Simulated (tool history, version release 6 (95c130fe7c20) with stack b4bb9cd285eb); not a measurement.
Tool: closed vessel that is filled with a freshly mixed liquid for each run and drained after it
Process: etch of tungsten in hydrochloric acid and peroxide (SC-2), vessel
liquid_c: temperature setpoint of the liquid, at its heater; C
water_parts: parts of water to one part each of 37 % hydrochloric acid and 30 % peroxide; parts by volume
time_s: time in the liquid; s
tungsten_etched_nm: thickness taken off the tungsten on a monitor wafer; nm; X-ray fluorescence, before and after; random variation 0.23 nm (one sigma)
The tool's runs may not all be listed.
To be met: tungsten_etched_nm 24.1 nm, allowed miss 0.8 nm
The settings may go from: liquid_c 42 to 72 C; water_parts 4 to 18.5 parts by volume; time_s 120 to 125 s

run  hour  liquid_c  water_parts  time_s  tungsten_etched_nm
  1     0        58         10.5     120              44.826
  2   5.5        58          7.5     120              58.433
  3    10      54.5          7.5     120              46.992
  4  12.8      54.5          7.5     125              48.495
  5    19      54.5          7.5     120              46.999
  6  25.2        52          7.5     120              39.635
  7    29        50          7.5     120              34.994
  8  32.6      48.5          7.5     120              31.292

5 next moves are on the table. One of them brings every result within its allowed miss. Which?
  A  36.2      46.5          9.5     120                   ?
  B  36.2        43          6.5     120                   ?
  C  36.2        48            5     125                   ?
  D  36.2      48.5          9.5     120                   ?
  E  36.2        47           11     125                   ?

move  tungsten_etched_nm
   A              22.784
   B               24.22
   C              43.165
   D              26.088
   E              21.721
A: takes the result that was furthest off past its target
B: meets every target
C: further off than the last run
D: nearer than the last run, and not there yet
E: takes the result that was furthest off past its target
The right move is B.

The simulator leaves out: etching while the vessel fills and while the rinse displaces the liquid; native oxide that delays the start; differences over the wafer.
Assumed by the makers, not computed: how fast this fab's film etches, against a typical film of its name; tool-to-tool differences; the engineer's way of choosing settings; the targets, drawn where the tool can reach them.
